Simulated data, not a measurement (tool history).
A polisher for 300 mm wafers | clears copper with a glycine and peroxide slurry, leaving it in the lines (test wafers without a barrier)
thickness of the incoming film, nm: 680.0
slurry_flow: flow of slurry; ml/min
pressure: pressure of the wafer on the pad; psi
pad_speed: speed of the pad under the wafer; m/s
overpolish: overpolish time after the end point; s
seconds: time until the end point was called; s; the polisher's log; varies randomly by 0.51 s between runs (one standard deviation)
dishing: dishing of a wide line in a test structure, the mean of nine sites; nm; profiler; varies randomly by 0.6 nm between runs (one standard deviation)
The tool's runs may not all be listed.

run,hour,slurry_flow,pressure,pad_speed,overpolish,seconds,dishing
1,0,275,3.3,1.28,13,83.959,47.448
2,0.6,275,3.7,1.36,11,73.811,45.121
3,2.9,275,4.4,1.36,11,65.307,48.624
4,7.1,240,4.4,1.36,11,65.992,49.88
5,9,265,4.4,1.36,11,65.014,48.818
6,17.6,275,4.6,1.46,11,59.755,50.22
7,25.7,280,4.7,1.58,10,55.04,49.977

The next listed run, before its measurement:
8,33.6,295,4.8,1.68,10,?,?

seconds: 50.796 s
dishing: 51.712 nm

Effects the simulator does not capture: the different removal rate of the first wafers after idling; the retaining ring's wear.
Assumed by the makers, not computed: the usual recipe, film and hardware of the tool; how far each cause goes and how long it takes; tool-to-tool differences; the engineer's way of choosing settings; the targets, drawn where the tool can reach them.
